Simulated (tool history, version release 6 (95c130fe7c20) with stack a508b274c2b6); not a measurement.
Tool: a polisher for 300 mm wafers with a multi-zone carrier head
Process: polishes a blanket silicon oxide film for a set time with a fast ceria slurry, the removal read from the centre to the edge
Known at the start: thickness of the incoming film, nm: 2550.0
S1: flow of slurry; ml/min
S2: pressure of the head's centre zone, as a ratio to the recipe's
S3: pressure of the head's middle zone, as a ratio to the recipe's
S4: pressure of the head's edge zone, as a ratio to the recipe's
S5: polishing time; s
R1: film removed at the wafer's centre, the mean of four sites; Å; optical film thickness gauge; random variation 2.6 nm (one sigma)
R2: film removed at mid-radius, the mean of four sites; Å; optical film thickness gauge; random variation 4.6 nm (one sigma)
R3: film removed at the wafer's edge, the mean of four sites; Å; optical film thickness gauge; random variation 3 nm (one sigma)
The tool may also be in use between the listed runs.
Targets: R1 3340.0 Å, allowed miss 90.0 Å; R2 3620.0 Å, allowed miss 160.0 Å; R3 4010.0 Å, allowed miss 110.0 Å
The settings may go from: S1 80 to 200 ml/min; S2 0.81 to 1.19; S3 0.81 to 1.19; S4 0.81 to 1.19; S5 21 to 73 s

run 1 hour=0.0 | S1=130 S2=1.00 S3=1.00 S4=1.00 S5=47 | R1=4687.0 R2=4844.3 R3=4811.4
run 2 hour=3.0 | S1=120 S2=0.97 S3=0.97 S4=0.98 S5=46 | R1=4367.8 R2=4378.1 R3=4594.5
run 3 hour=5.2 | S1=115 S2=0.94 S3=0.97 S4=0.96 S5=45 | R1=4170.9 R2=4357.0 R3=4504.8
run 4 hour=5.9 | S1=135 S2=0.94 S3=0.97 S4=0.96 S5=45 | R1=4292.8 R2=4480.5 R3=4530.6
run 5 hour=10.3 | S1=125 S2=0.91 S3=0.96 S4=0.95 S5=44 | R1=3951.0 R2=4075.4 R3=4374.7
run 6 hour=18.1 | S1=95 S2=0.91 S3=0.96 S4=0.95 S5=44 | R1=3610.3 R2=3882.0 R3=4169.0
run 7 hour=20.0 | S1=90 S2=0.90 S3=0.96 S4=0.95 S5=44 | R1=3566.8 R2=3834.1 R3=4154.8
run 8 hour=21.7 | S1=90 S2=0.89 S3=0.96 S4=0.94 S5=44 | R1=3464.0 R2=3941.4 R3=4099.5
run 9 hour=25.8 | S1=90 S2=0.89 S3=0.95 S4=0.94 S5=44 | R1=3527.8 R2=3820.4 R3=4110.9
run 10 hour=34.2 | S1=90 S2=0.88 S3=0.95 S4=0.94 S5=44 | R1=3429.2 R2=3777.1 R3=4182.5
run 11 hour=39.3 | S1=90 S2=0.88 S3=0.95 S4=0.93 S5=44 | R1=3470.3 R2=3874.1 R3=4105.8
run 12 hour=46.3 | S1=90 S2=0.88 S3=0.94 S4=0.93 S5=44 | R1=3524.0 R2=3813.3 R3=4031.0
run 13 hour=52.9 | S1=90 S2=0.88 S3=0.94 S4=0.94 S5=44 | R1=3471.2 R2=3736.5 R3=4123.1
run 14 hour=53.7 | S1=90 S2=0.88 S3=0.94 S4=0.94 S5=44 | R1=3465.1 R2=3805.3 R3=4119.3
run 15 hour=58.5 | S1=80 S2=0.87 S3=0.90 S4=0.92 S5=43 | R1=3184.4 R2=3423.8 R3=3884.6

Which of these 5 next moves meets every target?
run A hour=63.3 | S1=80 S2=0.89 S3=0.85 S4=0.90 S5=43 | R1=? R2=? R3=?
run B hour=63.3 | S1=80 S2=0.82 S3=0.90 S4=0.92 S5=43 | R1=? R2=? R3=?
run C hour=63.3 | S1=80 S2=0.83 S3=0.87 S4=1.00 S5=41 | R1=? R2=? R3=?
run D hour=63.3 | S1=80 S2=0.91 S3=0.85 S4=0.82 S5=44 | R1=? R2=? R3=?
run E hour=63.3 | S1=85 S2=0.84 S3=0.88 S4=0.86 S5=45 | R1=? R2=? R3=?

move=A R1=3277.8 R2=3276.7 R3=3857.5
move=B R1=3018.8 R2=3436.3 R3=3894.1
move=C R1=2913.2 R2=3185.3 R3=3864.0
move=D R1=3430.0 R2=3352.9 R3=3785.6
move=E R1=3319.3 R2=3606.9 R3=4008.7
A: brings the result that was furthest off to its target, and leaves another outside
B: further off than the last run
C: further off than the last run
D: brings the result that was furthest off to its target, and leaves another outside
E: meets every target
Move E is the one to make.

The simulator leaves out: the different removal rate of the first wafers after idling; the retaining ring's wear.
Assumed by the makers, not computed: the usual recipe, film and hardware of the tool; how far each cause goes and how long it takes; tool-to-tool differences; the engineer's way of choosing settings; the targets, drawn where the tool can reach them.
